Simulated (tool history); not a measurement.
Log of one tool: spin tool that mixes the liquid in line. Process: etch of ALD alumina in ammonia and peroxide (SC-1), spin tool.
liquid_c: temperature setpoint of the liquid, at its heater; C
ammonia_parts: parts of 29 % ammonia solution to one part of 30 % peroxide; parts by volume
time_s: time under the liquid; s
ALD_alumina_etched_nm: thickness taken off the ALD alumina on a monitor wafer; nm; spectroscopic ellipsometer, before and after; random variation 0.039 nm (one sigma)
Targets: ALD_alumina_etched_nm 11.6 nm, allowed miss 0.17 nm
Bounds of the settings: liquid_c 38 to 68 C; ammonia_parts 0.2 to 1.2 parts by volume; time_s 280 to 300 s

run  hour  liquid_c  ammonia_parts  time_s  ALD_alumina_etched_nm
  1     0        52            0.7     280                 13.593
  2   4.9        52            0.7     300                  14.67
  3   7.9        51            0.7     300                 13.893
  4  16.6        51            0.7     280                 12.948
  5  17.9        54            0.7     280                 15.208
  6  23.6        53            0.7     280                 14.478
  7  31.5      52.5            0.7     280                 14.007
  8  34.5        52            0.7     280                 13.695
  9  36.2      51.5            0.7     280                 13.407
 10  41.1        51            0.7     280                 13.001
 11  49.2      50.5            0.7     280                 12.566
 12    51        50            0.7     280                 12.336
 13  53.9        50            0.7     280                 12.303
 14  57.5      49.5            0.7     280                 11.999

4 next moves are on the table. One of them brings every result within its allowed miss. Which?
  A  61.1      50.5            0.6     280                      ?
  B  61.1      50.5           0.65     280                      ?
  C  61.1      50.5           0.75     280                      ?
  D  61.1      48.5           0.95     280                      ?

move  ALD_alumina_etched_nm
   A                 12.421
   B                 12.515
   C                 12.686
   D                 11.619
A: further off than the last run
B: further off than the last run
C: further off than the last run
D: meets every target
Answer: D
